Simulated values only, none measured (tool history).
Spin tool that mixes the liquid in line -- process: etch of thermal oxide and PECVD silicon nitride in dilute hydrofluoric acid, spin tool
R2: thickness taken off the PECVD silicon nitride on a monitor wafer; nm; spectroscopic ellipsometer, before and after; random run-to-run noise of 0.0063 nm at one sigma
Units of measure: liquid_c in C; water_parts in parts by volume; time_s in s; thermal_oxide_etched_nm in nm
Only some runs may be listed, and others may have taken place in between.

run 1 day=0.000 | liquid_c=23.0 water_parts=290 time_s=180 | thermal_oxide_etched_nm=2.37570 R2=1.05430
run 2 day=0.188 | liquid_c=21.5 water_parts=340 time_s=165 | thermal_oxide_etched_nm=1.66100 R2=0.75942
run 3 day=0.325 | liquid_c=20.5 water_parts=375 time_s=145 | thermal_oxide_etched_nm=1.23510 R2=0.59042
run 4 day=0.479 | liquid_c=20.0 water_parts=395 time_s=130 | thermal_oxide_etched_nm=1.02750 R2=0.48070
run 5 day=0.650 | liquid_c=20.0 water_parts=355 time_s=130 | thermal_oxide_etched_nm=1.17420 R2=0.51361
run 6 day=0.858 | liquid_c=20.0 water_parts=295 time_s=130 | thermal_oxide_etched_nm=1.48180 R2=0.62354
run 7 day=1.021 | liquid_c=19.5 water_parts=335 time_s=120 | thermal_oxide_etched_nm=1.13320 R2=0.48268
run 8 day=1.267 | liquid_c=19.0 water_parts=370 time_s=110 | thermal_oxide_etched_nm=0.89052 R2=0.38629
run 9 day=1.558 | liquid_c=18.5 water_parts=400 time_s=110 | thermal_oxide_etched_nm=0.81043 R2=0.35751

Run 10 has not been measured yet. What should we expect?
run 10 day=1.588 | liquid_c=18.0 water_parts=425 time_s=105 | thermal_oxide_etched_nm=? R2=?

Run 10 measured thermal_oxide_etched_nm 0.71313 nm, R2 0.30815 nm.
